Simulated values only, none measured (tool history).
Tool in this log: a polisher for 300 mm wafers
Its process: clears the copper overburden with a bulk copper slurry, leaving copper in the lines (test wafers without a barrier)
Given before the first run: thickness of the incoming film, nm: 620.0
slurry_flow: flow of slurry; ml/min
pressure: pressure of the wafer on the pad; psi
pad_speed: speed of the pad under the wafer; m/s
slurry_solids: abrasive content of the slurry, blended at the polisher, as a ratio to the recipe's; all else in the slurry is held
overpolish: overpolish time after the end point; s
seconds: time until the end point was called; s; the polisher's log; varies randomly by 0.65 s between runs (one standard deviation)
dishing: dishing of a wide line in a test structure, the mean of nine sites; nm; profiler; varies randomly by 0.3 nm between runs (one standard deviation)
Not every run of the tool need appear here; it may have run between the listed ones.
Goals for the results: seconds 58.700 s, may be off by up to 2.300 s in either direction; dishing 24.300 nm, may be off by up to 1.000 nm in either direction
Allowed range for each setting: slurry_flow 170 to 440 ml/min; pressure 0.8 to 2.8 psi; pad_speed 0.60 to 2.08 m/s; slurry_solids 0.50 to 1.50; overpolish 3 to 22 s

run	hour	slurry_flow	pressure	pad_speed	slurry_solids	overpolish	seconds	dishing
1	0.0	280	1.8	1.34	1.00	11	74.000	55.833
2	6.9	280	2.1	1.34	1.00	11	65.153	63.756
3	11.2	255	2.1	1.34	1.00	11	66.077	64.089
4	16.8	255	2.1	1.34	1.00	8	66.291	49.954
5	18.2	255	2.1	1.34	1.00	11	67.306	63.074
6	22.1	320	1.7	1.52	1.00	8	67.585	49.062
7	26.9	270	1.4	1.68	1.15	6	70.928	36.033
8	32.7	235	1.3	1.82	1.25	5	68.294	32.559
9	38.6	170	1.0	2.08	1.50	3	72.141	19.512
10	46.3	175	1.1	2.08	1.50	3	66.512	20.997
11	55.3	175	1.1	2.08	1.50	3	68.145	20.473
12	60.3	190	1.2	2.08	1.50	3	63.260	22.081

Below are 4 possible settings for the next run. Only one of them brings all results inside the allowed miss of their targets. Which is it?
A	65.3	170	1.3	1.96	1.50	3	?	?
B	65.3	170	1.3	2.02	1.05	3	?	?
C	65.3	205	1.4	1.84	1.50	3	?	?
D	65.3	215	1.3	2.08	1.50	3	?	?

move	seconds	dishing
A	63.635	22.348
B	66.810	21.401
C	62.590	22.746
D	58.391	24.108
A: as far off as the last run
B: lands further from the targets than the last run did
C: an improvement on the last run, though not all results are within tolerance
D: each result inside its tolerance
Correct choice: D, which meets every target
